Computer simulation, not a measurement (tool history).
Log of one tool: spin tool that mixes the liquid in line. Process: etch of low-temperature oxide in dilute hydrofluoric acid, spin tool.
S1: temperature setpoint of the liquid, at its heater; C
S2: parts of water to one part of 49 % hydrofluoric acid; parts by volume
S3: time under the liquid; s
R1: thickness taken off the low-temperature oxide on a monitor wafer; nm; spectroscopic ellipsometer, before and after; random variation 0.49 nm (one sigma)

run  hour  S1   S2   S3      R1
  1     0  26  210  275  36.577
  2   4.7  29  210  275  40.634
  3  11.4  29  210  275  40.592
  4    17  30  195  275  45.758
  5  25.9  30  130  275  74.763
  6  28.4  30  130  295  80.741
  7  34.8  28  130  295  75.361
  8  40.7  27  130  295  72.474

Forecast run 9:
  9  46.3  23  135  295   ?

R1: 58.865 nm
